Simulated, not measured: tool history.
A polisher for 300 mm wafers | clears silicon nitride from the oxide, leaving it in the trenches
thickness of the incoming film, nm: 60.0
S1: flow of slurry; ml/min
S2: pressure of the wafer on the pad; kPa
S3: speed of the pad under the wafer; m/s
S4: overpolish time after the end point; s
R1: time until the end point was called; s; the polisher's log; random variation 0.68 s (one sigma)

{"run": 1, "day": 0.0, "S1": 245, "S2": 13.8, "S3": 0.82, "S4": 37, "R1": 94.584}
{"run": 2, "day": 0.021, "S1": 245, "S2": 13.8, "S3": 0.82, "S4": 37, "R1": 97.535}
{"run": 3, "day": 0.079, "S1": 245, "S2": 13.8, "S3": 0.96, "S4": 37, "R1": 81.554}
{"run": 4, "day": 0.367, "S1": 245, "S2": 14.5, "S3": 0.96, "S4": 37, "R1": 78.301}
{"run": 5, "day": 0.442, "S1": 245, "S2": 15.2, "S3": 0.96, "S4": 37, "R1": 74.242}
{"run": 6, "day": 0.592, "S1": 190, "S2": 15.2, "S3": 0.96, "S4": 37, "R1": 75.021}

Forecast run 7:
{"run": 7, "day": 0.783, "S1": 190, "S2": 15.9, "S3": 0.96, "S4": 37, "R1": "?"}

Run 7 gave R1 73.549 s.

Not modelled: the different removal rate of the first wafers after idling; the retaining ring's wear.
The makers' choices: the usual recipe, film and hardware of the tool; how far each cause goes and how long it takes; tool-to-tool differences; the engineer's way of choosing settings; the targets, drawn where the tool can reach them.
